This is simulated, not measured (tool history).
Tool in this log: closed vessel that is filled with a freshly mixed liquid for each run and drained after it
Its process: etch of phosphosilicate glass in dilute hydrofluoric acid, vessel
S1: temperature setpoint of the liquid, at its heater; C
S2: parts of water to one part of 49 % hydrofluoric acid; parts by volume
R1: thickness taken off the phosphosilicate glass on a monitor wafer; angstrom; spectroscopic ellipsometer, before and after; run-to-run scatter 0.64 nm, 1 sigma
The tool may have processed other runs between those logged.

run 1 hour=0.0 | S1=22.0 S2=120 time_in_the_liquid_(s)=30 | R1=302.11
run 2 hour=9.0 | S1=25.5 S2=120 time_in_the_liquid_(s)=30 | R1=343.58
run 3 hour=14.8 | S1=25.5 S2=85 time_in_the_liquid_(s)=30 | R1=503.72
run 4 hour=22.5 | S1=25.5 S2=85 time_in_the_liquid_(s)=30 | R1=511.81
run 5 hour=24.2 | S1=25.5 S2=65 time_in_the_liquid_(s)=30 | R1=679.51
run 6 hour=25.7 | S1=27.0 S2=65 time_in_the_liquid_(s)=30 | R1=716.26
run 7 hour=33.5 | S1=27.5 S2=65 time_in_the_liquid_(s)=30 | R1=740.79
run 8 hour=39.6 | S1=28.0 S2=65 time_in_the_liquid_(s)=30 | R1=753.59

Estimate the outcome of run 9 from the log above:
run 9 hour=42.5 | S1=30.0 S2=35 time_in_the_liquid_(s)=30 | R1=?

{"run 9": {"R1": 1570.9}}
